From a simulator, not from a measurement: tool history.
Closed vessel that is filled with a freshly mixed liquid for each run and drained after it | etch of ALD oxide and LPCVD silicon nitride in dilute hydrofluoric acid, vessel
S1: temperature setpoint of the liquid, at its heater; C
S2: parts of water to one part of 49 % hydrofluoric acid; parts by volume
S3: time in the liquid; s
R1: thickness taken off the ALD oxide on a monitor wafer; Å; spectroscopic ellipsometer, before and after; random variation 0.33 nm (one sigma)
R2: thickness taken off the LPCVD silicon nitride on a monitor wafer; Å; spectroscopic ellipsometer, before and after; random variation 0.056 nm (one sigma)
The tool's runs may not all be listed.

run	hour	S1	S2	S3	R1	R2
1	0.0	26.0	170	235	198.34	8.6143
2	1.2	24.0	170	235	183.90	7.2316
3	3.5	24.0	200	235	152.22	6.4195
4	9.7	24.0	260	235	110.84	4.7652
5	17.3	26.0	185	235	178.92	7.6961
6	22.9	26.0	185	180	136.71	5.9161
7	26.9	27.5	135	195	232.11	9.7972

Run 8 comes next. What will it give?
8	35.7	29.0	110	195	?	?

Run 8 gave R1 303.79 Å, R2 13.7460 Å.
